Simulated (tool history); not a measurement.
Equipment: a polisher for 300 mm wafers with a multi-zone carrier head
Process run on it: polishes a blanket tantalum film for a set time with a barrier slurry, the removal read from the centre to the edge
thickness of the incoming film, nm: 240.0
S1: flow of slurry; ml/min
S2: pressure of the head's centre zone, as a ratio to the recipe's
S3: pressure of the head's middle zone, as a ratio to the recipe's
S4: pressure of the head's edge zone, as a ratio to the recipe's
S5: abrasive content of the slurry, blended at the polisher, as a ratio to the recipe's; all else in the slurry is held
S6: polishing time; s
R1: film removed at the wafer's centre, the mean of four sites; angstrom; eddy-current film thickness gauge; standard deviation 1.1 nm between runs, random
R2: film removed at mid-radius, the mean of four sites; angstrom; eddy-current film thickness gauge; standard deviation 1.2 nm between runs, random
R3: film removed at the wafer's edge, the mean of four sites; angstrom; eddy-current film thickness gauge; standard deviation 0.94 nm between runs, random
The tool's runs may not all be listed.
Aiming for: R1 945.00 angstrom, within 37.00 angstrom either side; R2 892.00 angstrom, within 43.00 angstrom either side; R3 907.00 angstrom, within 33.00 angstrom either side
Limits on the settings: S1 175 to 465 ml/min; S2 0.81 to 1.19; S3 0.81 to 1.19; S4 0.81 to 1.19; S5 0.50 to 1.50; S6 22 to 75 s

run	day	S1	S2	S3	S4	S5	S6	R1	R2	R3
1	0.000	295	1.00	1.00	1.00	1.00	48	748.98	725.23	747.68
2	0.325	225	1.00	1.00	1.00	1.00	48	720.19	721.58	732.80
3	0.504	235	1.03	1.02	1.04	1.15	48	761.06	734.16	791.97
4	0.700	235	1.03	1.02	1.04	1.35	48	807.21	785.82	829.89
5	0.829	235	1.03	1.09	1.04	1.35	48	805.93	820.72	837.74
6	0.875	235	1.03	1.09	1.04	1.50	48	808.18	852.63	855.59
7	1.200	245	1.06	1.10	1.05	1.50	48	827.33	878.06	837.80
8	1.346	235	1.08	1.07	1.06	1.50	49	863.89	855.42	889.35
9	1.654	240	1.10	1.07	1.06	1.50	49	876.04	855.12	877.59

4 next moves are on the table. One of them brings every result within its allowed miss. Which?
A	1.962	230	1.01	1.05	1.19	1.50	49	?	?	?
B	1.962	215	1.13	1.06	1.05	1.50	52	?	?	?
C	1.962	235	1.03	1.15	1.03	1.35	48	?	?	?
D	1.962	205	0.98	1.09	1.08	1.40	49	?	?	?

move	R1	R2	R3
A	819.70	845.60	931.23
B	943.34	896.94	921.54
C	797.99	872.82	827.16
D	775.75	846.40	862.42
A: lands further from the targets than the last run did
B: each result inside its tolerance
C: lands further from the targets than the last run did
D: lands further from the targets than the last run did
B is the move that brings every result within its allowed miss.

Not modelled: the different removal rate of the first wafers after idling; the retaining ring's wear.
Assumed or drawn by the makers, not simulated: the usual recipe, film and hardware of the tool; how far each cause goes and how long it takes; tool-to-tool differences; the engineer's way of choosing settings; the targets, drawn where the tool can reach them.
